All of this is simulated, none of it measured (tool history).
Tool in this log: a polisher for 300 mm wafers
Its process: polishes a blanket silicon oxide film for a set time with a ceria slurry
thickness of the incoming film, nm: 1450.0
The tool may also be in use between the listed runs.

| run | day | flow of slurry (ml/min) | pressure of the wafer on the pad (kPa) | speed of the pad under the wafer (m/s) | polishing time (s) | film removed (angstrom) |
|---|---|---|---|---|---|---|
| 1 | 0 | 235 | 17.9 | 1.08 | 97 | 4043.6 |
| 2 | 0.088 | 230 | 17.2 | 1.08 | 97 | 3904.1 |
| 3 | 0.167 | 230 | 17.2 | 1.08 | 102 | 4065.6 |
| 4 | 0.454 | 210 | 17.2 | 1.08 | 102 | 4050.3 |
| 5 | 0.642 | 205 | 16.5 | 1.08 | 102 | 3935.7 |
| 6 | 0.896 | 205 | 15.9 | 1.08 | 102 | 3777.3 |
| 7 | 1.229 | 205 | 15.2 | 1.08 | 102 | 3640.9 |
| 8 | 1.312 | 200 | 13.8 | 1.08 | 102 | 3368 |
| 9 | 1.571 | 195 | 13.1 | 1.08 | 102 | 3206.5 |
|  | 1.883 | head pressure recalibrated |
| 10 | 1.883 | 190 | 13.1 | 1.08 | 102 | 3411.3 |

Predict the results of run 11:
| 11 | 2.067 | 200 | 12.4 | 1.08 | 102 | ? |

Run 11 produced film removed (angstrom) 3319.1.
